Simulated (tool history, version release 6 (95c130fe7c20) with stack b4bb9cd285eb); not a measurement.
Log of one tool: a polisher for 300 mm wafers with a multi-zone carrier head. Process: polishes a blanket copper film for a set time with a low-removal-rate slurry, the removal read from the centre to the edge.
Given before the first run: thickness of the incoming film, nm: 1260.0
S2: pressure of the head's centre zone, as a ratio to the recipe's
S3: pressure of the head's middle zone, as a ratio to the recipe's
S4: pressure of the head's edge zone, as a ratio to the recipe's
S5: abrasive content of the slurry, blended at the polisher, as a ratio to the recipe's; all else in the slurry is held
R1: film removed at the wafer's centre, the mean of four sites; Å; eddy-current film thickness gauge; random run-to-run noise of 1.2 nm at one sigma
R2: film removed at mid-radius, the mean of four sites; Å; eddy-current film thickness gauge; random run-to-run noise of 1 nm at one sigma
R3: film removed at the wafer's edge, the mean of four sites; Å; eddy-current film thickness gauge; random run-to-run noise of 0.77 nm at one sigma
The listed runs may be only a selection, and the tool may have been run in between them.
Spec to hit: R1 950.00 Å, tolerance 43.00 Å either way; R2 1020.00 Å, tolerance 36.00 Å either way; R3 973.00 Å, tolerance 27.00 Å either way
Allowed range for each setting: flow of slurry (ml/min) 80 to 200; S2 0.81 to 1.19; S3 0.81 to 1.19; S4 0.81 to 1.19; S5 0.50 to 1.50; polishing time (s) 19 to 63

Run 1, hour 0.0: flow of slurry (ml/min) 130, S2 1.00, S3 1.00, S4 1.00, S5 1.00, polishing time (s) 41. Result: R1 1725.50 Å, R2 1734.50 Å, R3 1718.90 Å.
Run 2, hour 4.2: flow of slurry (ml/min) 130, S2 1.00, S3 1.00, S4 1.03, S5 1.00, polishing time (s) 41. Result: R1 1701.60 Å, R2 1760.90 Å, R3 1737.40 Å.
Run 3, hour 9.4: flow of slurry (ml/min) 130, S2 1.00, S3 0.96, S4 1.03, S5 1.00, polishing time (s) 41. Result: R1 1699.70 Å, R2 1726.60 Å, R3 1745.00 Å.
Run 4, hour 16.1: flow of slurry (ml/min) 115, S2 1.00, S3 0.96, S4 1.03, S5 1.00, polishing time (s) 41. Result: R1 1678.80 Å, R2 1655.80 Å, R3 1729.30 Å.
Run 5, hour 22.4: flow of slurry (ml/min) 115, S2 1.00, S3 0.96, S4 0.96, S5 1.00, polishing time (s) 41. Result: R1 1626.40 Å, R2 1632.80 Å, R3 1675.20 Å.
Run 6, hour 23.6: flow of slurry (ml/min) 115, S2 0.94, S3 0.96, S4 0.96, S5 1.00, polishing time (s) 41. Result: R1 1564.10 Å, R2 1642.70 Å, R3 1665.40 Å.
Run 7, hour 26.5: flow of slurry (ml/min) 115, S2 0.94, S3 0.97, S4 0.95, S5 0.95, polishing time (s) 39. Result: R1 1458.20 Å, R2 1562.30 Å, R3 1592.70 Å.
Run 8, hour 30.1: flow of slurry (ml/min) 120, S2 0.95, S3 0.98, S4 0.94, S5 0.90, polishing time (s) 36. Result: R1 1385.20 Å, R2 1443.20 Å, R3 1441.50 Å.
Run 9, hour 33.2: flow of slurry (ml/min) 120, S2 0.94, S3 0.99, S4 0.93, S5 0.85, polishing time (s) 34. Result: R1 1265.20 Å, R2 1388.60 Å, R3 1336.50 Å.
Run 10, hour 38.0: flow of slurry (ml/min) 105, S2 0.96, S3 0.89, S4 0.83, S5 0.60, polishing time (s) 26. Result: R1 897.43 Å, R2 910.44 Å, R3 926.52 Å.
Run 11, hour 41.6: flow of slurry (ml/min) 110, S2 0.96, S3 0.90, S4 0.83, S5 0.60, polishing time (s) 26. Result: R1 930.30 Å, R2 939.70 Å, R3 925.46 Å.
Run 12, hour 42.9: flow of slurry (ml/min) 110, S2 0.95, S3 0.90, S4 0.83, S5 0.60, polishing time (s) 26. Result: R1 915.75 Å, R2 944.68 Å, R3 943.43 Å.
Run 13, hour 44.1: flow of slurry (ml/min) 115, S2 0.95, S3 0.90, S4 0.83, S5 0.60, polishing time (s) 26. Result: R1 914.05 Å, R2 954.72 Å, R3 930.71 Å.
Run 14, hour 49.0: flow of slurry (ml/min) 115, S2 0.95, S3 0.90, S4 0.84, S5 0.60, polishing time (s) 26. Result: R1 922.35 Å, R2 953.42 Å, R3 930.97 Å.
Run 15, hour 57.8: flow of slurry (ml/min) 115, S2 0.95, S3 0.90, S4 0.85, S5 0.60, polishing time (s) 26. Result: R1 914.15 Å, R2 956.58 Å, R3 944.26 Å.
Run 16, hour 64.6: flow of slurry (ml/min) 125, S2 0.95, S3 0.91, S4 0.86, S5 0.60, polishing time (s) 26. Result: R1 935.09 Å, R2 979.46 Å, R3 974.13 Å.

Exercise: of the 4 proposed moves below, exactly one satisfies all targets within the stated allowed misses. Which move is it?
Run A, hour 71.4: flow of slurry (ml/min) 105, S2 0.99, S3 0.91, S4 0.92, S5 0.50, polishing time (s) 27. Result: R1 ?, R2 ?, R3 ?.
Run B, hour 71.4: flow of slurry (ml/min) 135, S2 1.02, S3 0.94, S4 0.82, S5 0.70, polishing time (s) 26. Result: R1 ?, R2 ?, R3 ?.
Run C, hour 71.4: flow of slurry (ml/min) 95, S2 1.07, S3 0.95, S4 0.81, S5 0.70, polishing time (s) 28. Result: R1 ?, R2 ?, R3 ?.
Run D, hour 71.4: flow of slurry (ml/min) 140, S2 0.94, S3 0.97, S4 0.88, S5 0.55, polishing time (s) 26. Result: R1 ?, R2 ?, R3 ?.

move       R1       R2      R3
   A   951.35   946.98  971.98
   B  1062.30  1032.50  982.36
   C  1070.30  1010.70  983.12
   D   958.42  1026.50  981.82
A: misses by more than the last run did
B: gets the furthest-off result to its target, but another result is out of tolerance
C: gets the furthest-off result to its target, but another result is out of tolerance
D: every result lands within tolerance
Answer: D
